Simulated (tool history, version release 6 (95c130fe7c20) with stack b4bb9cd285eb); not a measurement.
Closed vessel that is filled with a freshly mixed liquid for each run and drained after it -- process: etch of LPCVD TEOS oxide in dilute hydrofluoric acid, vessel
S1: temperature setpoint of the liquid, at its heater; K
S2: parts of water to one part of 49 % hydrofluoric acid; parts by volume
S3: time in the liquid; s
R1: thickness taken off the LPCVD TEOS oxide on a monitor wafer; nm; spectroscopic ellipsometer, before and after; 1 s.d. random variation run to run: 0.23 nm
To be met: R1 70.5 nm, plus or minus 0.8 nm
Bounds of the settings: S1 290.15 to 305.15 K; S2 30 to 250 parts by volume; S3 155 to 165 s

run,hour,S1,S2,S3,R1
1,0,297.15,140,155,44.125
2,4.8,299.65,135,155,50.604
3,10.4,301.65,130,155,56.723
4,11,301.65,175,155,40.006
5,17.4,301.65,175,155,40.026
6,18.1,301.65,140,155,52.127
7,25.8,302.65,135,155,56.081
8,31,302.65,135,155,56.242
9,35.4,303.65,130,155,61.108
10,41.2,304.15,125,155,65.096
11,49.7,304.65,125,155,66.009

Next run, 4 choices. One meets every target within its allowed miss, the rest don't. Which?
A,58.2,304.65,135,155,?
B,58.2,304.15,130,155,?
C,58.2,303.15,120,165,?
D,58.2,304.65,130,155,?

move,R1
A,60.61
B,62.247
C,70.168
D,63.38
A: moves away from the targets compared with the last run
B: moves away from the targets compared with the last run
C: in spec on every target
D: moves away from the targets compared with the last run
Correct choice: C, which meets every target
